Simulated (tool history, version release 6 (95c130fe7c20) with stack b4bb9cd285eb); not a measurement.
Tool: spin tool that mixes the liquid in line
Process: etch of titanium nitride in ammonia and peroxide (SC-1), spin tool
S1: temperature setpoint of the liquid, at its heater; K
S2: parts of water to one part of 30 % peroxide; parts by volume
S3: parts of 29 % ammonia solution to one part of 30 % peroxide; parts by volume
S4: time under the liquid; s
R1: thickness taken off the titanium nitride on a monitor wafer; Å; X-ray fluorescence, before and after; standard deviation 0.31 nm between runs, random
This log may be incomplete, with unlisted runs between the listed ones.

run	hour	S1	S2	S3	S4	R1
1	0.0	320.15	8.5	0.9	290	194.25
2	2.0	323.65	8.5	0.9	290	249.48
3	8.3	324.65	8.5	0.9	290	262.61
4	15.2	324.65	11.0	0.9	290	238.27
5	22.3	325.65	11.0	0.9	290	248.76
6	24.1	325.65	11.0	0.9	310	270.13
7	32.2	326.15	11.0	0.9	310	278.52

Run 8 has not been measured yet. What should we expect?
8	41.0	326.65	11.0	0.9	310	?

Run 8 yielded R1 285.95 Å.
